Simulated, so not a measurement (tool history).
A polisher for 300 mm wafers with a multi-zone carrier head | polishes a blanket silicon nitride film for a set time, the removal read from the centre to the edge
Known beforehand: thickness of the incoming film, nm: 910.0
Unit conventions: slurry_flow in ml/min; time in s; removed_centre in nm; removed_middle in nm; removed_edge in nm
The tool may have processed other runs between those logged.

run 1 day=0.000 | slurry_flow=130 centre_zone=1.00 middle_zone=1.00 edge_zone=1.00 time=43 | removed_centre=70.480 removed_middle=73.986 removed_edge=71.154
run 2 day=0.212 | slurry_flow=125 centre_zone=1.00 middle_zone=1.02 edge_zone=0.96 time=42 | removed_centre=67.274 removed_middle=72.155 removed_edge=67.692
run 3 day=0.283 | slurry_flow=145 centre_zone=1.00 middle_zone=1.02 edge_zone=0.96 time=42 | removed_centre=71.288 removed_middle=75.310 removed_edge=68.972
run 4 day=0.367 | slurry_flow=140 centre_zone=1.01 middle_zone=1.04 edge_zone=0.92 time=41 | removed_centre=68.608 removed_middle=73.994 removed_edge=65.652
run 5 day=0.667 | slurry_flow=140 centre_zone=1.01 middle_zone=1.04 edge_zone=0.92 time=32 | removed_centre=54.453 removed_middle=58.018 removed_edge=50.755
run 6 day=0.829 | slurry_flow=150 centre_zone=1.01 middle_zone=1.05 edge_zone=0.93 time=32 | removed_centre=55.278 removed_middle=58.718 removed_edge=51.684
run 7 day=0.862 | slurry_flow=160 centre_zone=1.01 middle_zone=1.07 edge_zone=0.93 time=32 | removed_centre=56.001 removed_middle=60.489 removed_edge=54.046
run 8 day=1.088 | slurry_flow=180 centre_zone=1.07 middle_zone=1.17 edge_zone=0.83 time=32 | removed_centre=59.375 removed_middle=66.524 removed_edge=51.299

What will run 9 give?
run 9 day=1.325 | slurry_flow=180 centre_zone=1.06 middle_zone=1.17 edge_zone=0.85 time=32 | removed_centre=? removed_middle=? removed_edge=?

removed_centre: 59.282 nm
removed_middle: 65.805 nm
removed_edge: 51.663 nm
